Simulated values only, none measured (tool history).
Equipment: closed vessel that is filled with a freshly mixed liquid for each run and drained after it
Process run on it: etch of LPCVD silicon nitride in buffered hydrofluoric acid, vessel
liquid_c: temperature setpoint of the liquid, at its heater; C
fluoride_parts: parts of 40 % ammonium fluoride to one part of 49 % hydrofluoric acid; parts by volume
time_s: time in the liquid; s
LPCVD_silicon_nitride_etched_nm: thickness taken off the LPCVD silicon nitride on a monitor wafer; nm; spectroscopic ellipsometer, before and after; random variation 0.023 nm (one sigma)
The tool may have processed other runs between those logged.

run    day  liquid_c  fluoride_parts  time_s  LPCVD_silicon_nitride_etched_nm
  1  0.000      23.0             7.5     255                           4.5229
  2  0.179      23.0             7.5     200                           3.5142
  3  0.458      23.0             6.0     200                           4.3759
  4  0.758      19.5             6.0     200                           3.5450
  5  0.908      19.0             6.5     200                           3.2354
  6  1.221      21.0             6.5     200                           3.6457

Run 7 is up next; what results do you expect?
  7  1.596      20.0             7.0     200                                ?

LPCVD_silicon_nitride_etched_nm: 3.1473 nm
